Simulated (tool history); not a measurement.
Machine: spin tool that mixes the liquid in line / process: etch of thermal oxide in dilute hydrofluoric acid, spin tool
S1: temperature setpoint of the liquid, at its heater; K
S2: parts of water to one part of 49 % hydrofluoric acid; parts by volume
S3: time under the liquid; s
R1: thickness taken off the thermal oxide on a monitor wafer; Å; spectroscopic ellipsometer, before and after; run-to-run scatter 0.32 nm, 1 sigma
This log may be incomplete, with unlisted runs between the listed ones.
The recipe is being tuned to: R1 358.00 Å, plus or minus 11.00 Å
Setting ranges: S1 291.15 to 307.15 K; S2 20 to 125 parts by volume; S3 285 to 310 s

Run 1, day 0.000: S1 299.15 K, S2 70 parts by volume, S3 285 s. Result: R1 203.73 Å.
Run 2, day 0.142: S1 301.65 K, S2 65 parts by volume, S3 285 s. Result: R1 246.16 Å.
Run 3, day 0.362: S1 303.15 K, S2 60 parts by volume, S3 285 s. Result: R1 282.17 Å.
Run 4, day 0.546: S1 303.15 K, S2 45 parts by volume, S3 285 s. Result: R1 385.27 Å.
Run 5, day 0.804: S1 302.65 K, S2 45 parts by volume, S3 285 s. Result: R1 375.49 Å.
Run 6, day 1.138: S1 306.15 K, S2 45 parts by volume, S3 285 s. Result: R1 422.38 Å.
Run 7, day 1.171: S1 304.65 K, S2 45 parts by volume, S3 285 s. Result: R1 407.92 Å.
Run 8, day 1.271: S1 303.65 K, S2 45 parts by volume, S3 285 s. Result: R1 390.71 Å.
Run 9, day 1.600: S1 303.15 K, S2 45 parts by volume, S3 285 s. Result: R1 378.04 Å.
Run 10, day 1.929: S1 302.65 K, S2 45 parts by volume, S3 285 s. Result: R1 373.67 Å.

Next run, 5 choices. One meets every target within its allowed miss, the rest don't. Which?
Run A, day 2.258: S1 304.65 K, S2 45 parts by volume, S3 285 s. Result: R1 ?.
Run B, day 2.258: S1 303.65 K, S2 45 parts by volume, S3 285 s. Result: R1 ?.
Run C, day 2.258: S1 301.65 K, S2 45 parts by volume, S3 285 s. Result: R1 ?.
Run D, day 2.258: S1 302.65 K, S2 50 parts by volume, S3 285 s. Result: R1 ?.
Run E, day 2.258: S1 307.15 K, S2 55 parts by volume, S3 295 s. Result: R1 ?.

move      R1
   A  414.08
   B  398.19
   C  367.88
   D  341.90
   E  379.71
A: moves away from the targets compared with the last run
B: moves away from the targets compared with the last run
C: each result inside its tolerance
D: takes the result that was furthest off past its target
E: moves away from the targets compared with the last run
Go with C: it meets all targets.
